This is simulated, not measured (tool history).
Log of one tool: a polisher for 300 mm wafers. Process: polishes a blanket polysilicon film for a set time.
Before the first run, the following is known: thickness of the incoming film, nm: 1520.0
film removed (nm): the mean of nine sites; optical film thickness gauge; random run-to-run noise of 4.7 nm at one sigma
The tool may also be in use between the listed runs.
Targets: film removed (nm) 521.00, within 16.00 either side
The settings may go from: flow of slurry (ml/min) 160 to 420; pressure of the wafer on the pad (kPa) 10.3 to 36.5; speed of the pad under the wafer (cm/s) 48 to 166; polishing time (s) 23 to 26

run,hour,flow of slurry (ml/min),pressure of the wafer on the pad (kPa),speed of the pad under the wafer (cm/s),polishing time (s),film removed (nm)
1,0.0,270,23.4,106,26,288.57
2,8.5,270,23.4,132,26,348.38
3,16.5,270,18.6,132,26,277.15
4,22.4,270,14.5,132,26,218.18
5,24.3,270,20.0,132,26,298.01
6,29.3,270,23.4,132,26,349.35
7,36.0,270,26.2,132,26,382.19
8,42.0,270,28.3,132,26,415.52
9,49.7,270,30.3,132,26,448.40
10,51.7,270,31.7,132,26,468.42

Which single option among these 5 for the next run brings every result within its allowed miss of target? Just one does.
A,53.7,295,35.9,126,25,?
B,53.7,195,34.5,152,26,?
C,53.7,270,36.5,140,26,?
D,53.7,245,33.1,152,26,?
E,53.7,260,36.5,130,26,?

move,film removed (nm)
A,488.47
B,552.99
C,561.35
D,541.94
E,526.04
A: nearer than the last run, and not there yet
B: takes the biggest miss from the last run beyond its target
C: takes the biggest miss from the last run beyond its target
D: takes the biggest miss from the last run beyond its target
E: all results land within tolerance of their targets
Correct choice: E, which meets every target
